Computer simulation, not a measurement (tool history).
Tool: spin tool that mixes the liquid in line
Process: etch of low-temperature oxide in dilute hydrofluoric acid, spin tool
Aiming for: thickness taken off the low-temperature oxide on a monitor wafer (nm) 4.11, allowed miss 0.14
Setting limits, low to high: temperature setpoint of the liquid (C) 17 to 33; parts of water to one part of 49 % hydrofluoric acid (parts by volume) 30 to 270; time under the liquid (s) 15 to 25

| run | hour | temperature setpoint of the liquid (C) | parts of water to one part of 49 % hydrofluoric acid (parts by volume) | time under the liquid (s) | thickness taken off the low-temperature oxide on a monitor wafer (nm) |
|---|---|---|---|---|---|
| 1 | 0 | 25 | 150 | 25 | 5.0644 |
| 2 | 1.1 | 27 | 150 | 25 | 5.484 |
| 3 | 8.6 | 25.5 | 150 | 25 | 5.1659 |
| 4 | 15.8 | 25.5 | 195 | 25 | 3.6511 |
| 5 | 18 | 25.5 | 195 | 25 | 3.7566 |
| 6 | 21.1 | 26 | 195 | 25 | 3.7517 |
| 7 | 25.3 | 26.5 | 195 | 25 | 3.8621 |
| 8 | 26.7 | 27 | 195 | 25 | 3.91 |

4 candidate next runs follow, results not yet known. Just one meets every target within its allowed miss. Identify it.
| A | 28.1 | 29 | 210 | 25 | ? |
| B | 28.1 | 28 | 185 | 25 | ? |
| C | 28.1 | 29.5 | 200 | 25 | ? |
| D | 28.1 | 27 | 180 | 25 | ? |

| move | thickness taken off the low-temperature oxide on a monitor wafer (nm) |
|---|---|
| A | 3.8367 |
| B | 4.3316 |
| C | 4.1486 |
| D | 4.3201 |
A: the biggest miss grows against the last run
B: carries the result that was furthest off beyond its target, to the other side
C: every result lands within tolerance
D: carries the result that was furthest off beyond its target, to the other side
Move C is the one to make.
